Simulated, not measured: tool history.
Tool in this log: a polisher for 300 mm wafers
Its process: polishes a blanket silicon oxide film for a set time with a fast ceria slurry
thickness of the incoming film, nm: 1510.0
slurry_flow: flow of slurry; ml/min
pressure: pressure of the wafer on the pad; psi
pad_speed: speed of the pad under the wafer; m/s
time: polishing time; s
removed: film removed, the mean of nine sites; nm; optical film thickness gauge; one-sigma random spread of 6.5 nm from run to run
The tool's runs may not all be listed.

Run 1, hour 0: slurry_flow 205 ml/min, pressure 1.7 psi, pad_speed 1.22 m/s, time 31 s. Result: removed 287.08 nm.
Run 2, hour 3.2: slurry_flow 205 ml/min, pressure 1.8 psi, pad_speed 1.22 m/s, time 31 s. Result: removed 301.46 nm.
Run 3, hour 3.9: slurry_flow 205 ml/min, pressure 1.8 psi, pad_speed 1.06 m/s, time 31 s. Result: removed 266.26 nm.
Run 4, hour 9.9: slurry_flow 205 ml/min, pressure 1.8 psi, pad_speed 0.86 m/s, time 31 s. Result: removed 228.33 nm.
Run 5, hour 17.6: slurry_flow 250 ml/min, pressure 1.8 psi, pad_speed 0.86 m/s, time 31 s. Result: removed 227.14 nm.
Run 6, hour 26.3: slurry_flow 250 ml/min, pressure 1.9 psi, pad_speed 0.88 m/s, time 31 s. Result: removed 248.8 nm.
Run 7, hour 29.6: slurry_flow 250 ml/min, pressure 2 psi, pad_speed 0.9 m/s, time 31 s. Result: removed 261.17 nm.

Predict the results of run 8:
Run 8, hour 31.2: slurry_flow 255 ml/min, pressure 2.5 psi, pad_speed 1.22 m/s, time 31 s. Result: removed ?.

Run 8 yielded removed 401.48 nm.

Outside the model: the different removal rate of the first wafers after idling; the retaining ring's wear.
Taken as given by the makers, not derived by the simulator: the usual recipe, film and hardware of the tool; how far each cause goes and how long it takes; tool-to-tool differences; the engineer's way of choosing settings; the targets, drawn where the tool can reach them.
